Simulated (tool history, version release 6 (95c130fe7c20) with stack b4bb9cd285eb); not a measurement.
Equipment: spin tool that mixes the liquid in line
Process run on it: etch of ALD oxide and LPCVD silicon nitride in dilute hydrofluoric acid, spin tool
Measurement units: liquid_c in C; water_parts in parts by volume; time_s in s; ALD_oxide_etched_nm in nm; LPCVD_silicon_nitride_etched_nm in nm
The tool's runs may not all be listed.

run,day,liquid_c,water_parts,time_s,ALD_oxide_etched_nm,LPCVD_silicon_nitride_etched_nm
1,0.000,24.0,270,180,11.9950,0.24950
2,0.271,25.0,270,180,12.5150,0.27679
3,0.346,26.5,270,180,12.9910,0.42534
4,0.542,26.5,270,135,9.9364,0.25369
5,0.650,30.0,270,135,11.1050,0.41210
6,1.008,28.0,270,135,10.2220,0.30481
7,1.238,28.0,255,135,11.1270,0.32597
8,1.325,28.0,245,135,11.9010,0.38626

Run 9 comes next. What will it give?
9,1.375,27.5,235,135,?,?

Run 9 yielded ALD_oxide_etched_nm 12.3370 nm, LPCVD_silicon_nitride_etched_nm 0.34186 nm.
